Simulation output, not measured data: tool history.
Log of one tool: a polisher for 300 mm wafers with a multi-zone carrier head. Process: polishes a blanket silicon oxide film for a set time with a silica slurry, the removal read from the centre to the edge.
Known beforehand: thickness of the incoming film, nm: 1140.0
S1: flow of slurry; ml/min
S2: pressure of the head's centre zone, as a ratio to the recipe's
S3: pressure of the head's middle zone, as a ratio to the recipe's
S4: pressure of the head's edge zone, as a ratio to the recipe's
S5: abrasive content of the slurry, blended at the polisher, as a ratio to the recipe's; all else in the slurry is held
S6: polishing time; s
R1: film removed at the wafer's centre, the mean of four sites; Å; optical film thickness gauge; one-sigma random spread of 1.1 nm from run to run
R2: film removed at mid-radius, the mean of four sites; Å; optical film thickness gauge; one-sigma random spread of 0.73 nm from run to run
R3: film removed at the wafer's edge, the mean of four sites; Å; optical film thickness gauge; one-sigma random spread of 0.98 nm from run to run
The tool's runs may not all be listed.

| run | hour | S1 | S2 | S3 | S4 | S5 | S6 | R1 | R2 | R3 |
|---|---|---|---|---|---|---|---|---|---|---|
| 1 | 0 | 290 | 1 | 1 | 1 | 1 | 36 | 1381.9 | 1385.6 | 1342.4 |
| 2 | 7.5 | 290 | 1 | 1 | 1 | 1.1 | 36 | 1428.2 | 1463.5 | 1398.2 |
| 3 | 9.8 | 290 | 0.93 | 1 | 1 | 1.1 | 36 | 1326.6 | 1451.9 | 1390.9 |
| 4 | 14.8 | 300 | 0.95 | 1.01 | 0.95 | 1 | 36 | 1302.5 | 1383.6 | 1309.9 |
| 5 | 23.5 | 295 | 0.97 | 1.04 | 0.91 | 0.9 | 36 | 1245.4 | 1336.2 | 1204 |
| 6 | 31.7 | 335 | 0.97 | 1.04 | 0.91 | 0.9 | 36 | 1286.3 | 1364.3 | 1228.8 |
| 7 | 35.4 | 315 | 0.99 | 1.04 | 0.88 | 0.85 | 36 | 1227.1 | 1303.4 | 1158.2 |
| 8 | 44.4 | 295 | 1.02 | 1.04 | 0.86 | 0.85 | 36 | 1258.3 | 1296.5 | 1123.9 |
| 9 | 52.6 | 275 | 1.03 | 1.03 | 0.85 | 0.85 | 36 | 1299 | 1277.2 | 1118.6 |
| 10 | 60.8 | 265 | 1.03 | 1.03 | 0.84 | 0.8 | 36 | 1235.5 | 1224.7 | 1074.4 |
| 11 | 68.8 | 265 | 1.03 | 1.03 | 0.84 | 0.8 | 36 | 1204.4 | 1210.8 | 1073.7 |

Run 12 is up next; what results do you expect?
| 12 | 71.3 | 260 | 1.04 | 1.04 | 0.83 | 0.8 | 36 | ? | ? | ? |

R1: 1220.6 Å
R2: 1221.9 Å
R3: 1053.6 Å
